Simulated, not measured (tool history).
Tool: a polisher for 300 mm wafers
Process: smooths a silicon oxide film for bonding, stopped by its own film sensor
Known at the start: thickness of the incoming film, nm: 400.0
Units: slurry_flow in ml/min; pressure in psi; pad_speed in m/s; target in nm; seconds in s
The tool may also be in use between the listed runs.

run	hour	slurry_flow	pressure	pad_speed	slurry_solids	target	seconds
1	0	230	2.7	0.68	1	346	72.56
2	3.8	230	3	0.68	1	346	66.107
3	9.6	180	3	0.68	1	346	65.625
4	11	180	3.2	0.68	1	346	61.624
5	18.3	180	3.2	0.68	1.1	346	60.15
6	22.4	150	3.2	0.68	1.1	346	62.496
7	25	150	3.4	0.68	1.1	346	56.936
8	25.6	150	3.5	0.68	1.1	346	57.073

Run 9 comes next. What will it give?
9	34.1	150	3.6	0.68	1.1	346	?

seconds: 55.149 s
